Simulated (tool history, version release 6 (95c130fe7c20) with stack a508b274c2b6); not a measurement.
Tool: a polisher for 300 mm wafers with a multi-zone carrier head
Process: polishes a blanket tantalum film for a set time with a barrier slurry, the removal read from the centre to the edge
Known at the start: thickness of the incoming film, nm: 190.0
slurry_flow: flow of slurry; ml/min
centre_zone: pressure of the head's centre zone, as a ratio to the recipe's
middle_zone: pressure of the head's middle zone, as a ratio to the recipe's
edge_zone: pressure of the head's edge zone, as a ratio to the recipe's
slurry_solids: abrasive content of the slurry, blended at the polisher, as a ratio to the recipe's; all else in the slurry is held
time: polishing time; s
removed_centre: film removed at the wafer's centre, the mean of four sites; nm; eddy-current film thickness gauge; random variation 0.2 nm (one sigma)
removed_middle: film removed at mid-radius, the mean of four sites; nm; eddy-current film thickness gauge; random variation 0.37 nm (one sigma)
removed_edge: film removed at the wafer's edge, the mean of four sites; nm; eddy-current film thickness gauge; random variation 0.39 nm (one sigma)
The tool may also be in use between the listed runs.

| run | day | slurry_flow | centre_zone | middle_zone | edge_zone | slurry_solids | time | removed_centre | removed_middle | removed_edge |
|---|---|---|---|---|---|---|---|---|---|---|
| 1 | 0.000 | 175 | 1.00 | 1.00 | 1.00 | 1.00 | 29 | 56.599 | 57.550 | 57.365 |
| 2 | 0.358 | 175 | 1.04 | 1.00 | 1.00 | 1.00 | 29 | 59.007 | 57.546 | 58.989 |
| 3 | 0.433 | 165 | 1.03 | 0.96 | 1.00 | 0.90 | 27 | 51.544 | 49.170 | 51.066 |
| 4 | 0.512 | 165 | 1.03 | 0.96 | 1.00 | 0.90 | 34 | 65.095 | 62.206 | 65.585 |
| 5 | 0.571 | 165 | 0.99 | 0.96 | 1.00 | 0.90 | 34 | 62.484 | 62.306 | 64.192 |
| 6 | 0.871 | 155 | 0.99 | 0.93 | 1.02 | 0.80 | 31 | 52.539 | 51.644 | 55.425 |
| 7 | 1.038 | 150 | 0.99 | 0.90 | 1.02 | 0.75 | 29 | 47.641 | 44.277 | 49.519 |
| 8 | 1.167 | 115 | 0.89 | 0.81 | 0.92 | 0.50 | 23 | 23.168 | 22.777 | 26.994 |
| 9 | 1.296 | 115 | 0.89 | 0.81 | 0.92 | 0.50 | 23 | 23.081 | 22.290 | 26.106 |
| 10 | 1.454 | 145 | 0.90 | 0.81 | 0.94 | 0.50 | 23 | 24.901 | 23.910 | 27.606 |
| 11 | 1.708 | 195 | 1.00 | 0.81 | 1.04 | 0.55 | 21 | 29.661 | 25.167 | 29.557 |
| 12 | 1.775 | 195 | 1.00 | 0.82 | 1.07 | 0.55 | 21 | 29.663 | 25.831 | 30.672 |

Run 13 comes next. What will it give?
| 13 | 1.800 | 195 | 1.00 | 0.82 | 1.07 | 0.55 | 21 | ? | ? | ? |

removed_centre: 29.352 nm
removed_middle: 25.001 nm
removed_edge: 30.261 nm

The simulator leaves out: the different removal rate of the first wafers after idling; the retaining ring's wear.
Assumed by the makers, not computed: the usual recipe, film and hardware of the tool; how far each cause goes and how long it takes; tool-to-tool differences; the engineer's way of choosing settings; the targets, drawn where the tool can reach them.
